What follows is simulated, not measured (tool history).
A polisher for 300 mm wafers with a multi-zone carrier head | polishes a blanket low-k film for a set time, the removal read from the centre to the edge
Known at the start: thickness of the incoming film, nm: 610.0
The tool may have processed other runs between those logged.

run	hour	flow of slurry (ml/min)	pressure of the head's centre zone	pressure of the head's middle zone	pressure of the head's edge zone	abrasive content of the slurry	polishing time (s)	film removed at the wafer's centre (angstrom)	film removed at mid-radius (angstrom)	film removed at the wafer's edge (angstrom)
1	0	230	1	1	1	1	51	284.58	290.77	291.71
2	0.8	230	0.99	0.99	0.98	0.9	49	253.53	255.38	260.38
3	2.9	230	1.03	0.99	0.98	0.9	49	259.58	262.45	253.73
4	7	225	1.01	0.98	0.96	0.8	49	245.58	248.06	248.68
5	8.4	225	1.01	0.98	0.96	0.65	49	226.81	223.89	220.99
6	11.1	225	1	0.98	0.96	0.6	48	212.91	207.78	214.96
7	17.8	225	0.99	0.99	0.95	0.6	47	204.14	208.67	202.75

Predict the results of run 8:
8	23.7	225	0.98	0.98	0.94	0.6	47	?	?	?

{"run 8": {"film removed at the wafer's centre (angstrom)": 199.95, "film removed at mid-radius (angstrom)": 208.46, "film removed at the wafer's edge (angstrom)": 200.2}}
